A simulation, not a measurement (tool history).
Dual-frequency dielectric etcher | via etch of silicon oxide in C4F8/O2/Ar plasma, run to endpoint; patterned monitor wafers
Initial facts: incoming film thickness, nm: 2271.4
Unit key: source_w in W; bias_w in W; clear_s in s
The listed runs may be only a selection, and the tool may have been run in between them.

run,day,source_w,bias_w,clear_s
1,0,2570,1433,452.38
2,0.279,2230,1433,479.27
3,0.379,2620,1433,458.1
4,0.721,2270,1433,480.35
5,0.783,2150,1408,487.8
6,0.979,2600,1408,459.28
7,1.267,2430,1365,471.78
8,1.588,2280,1328,483.82
9,1.696,2150,1294,497.66

Forecast run 10:
10,1.821,2050,1274,?

Run 10 yielded clear_s 514.98 s.
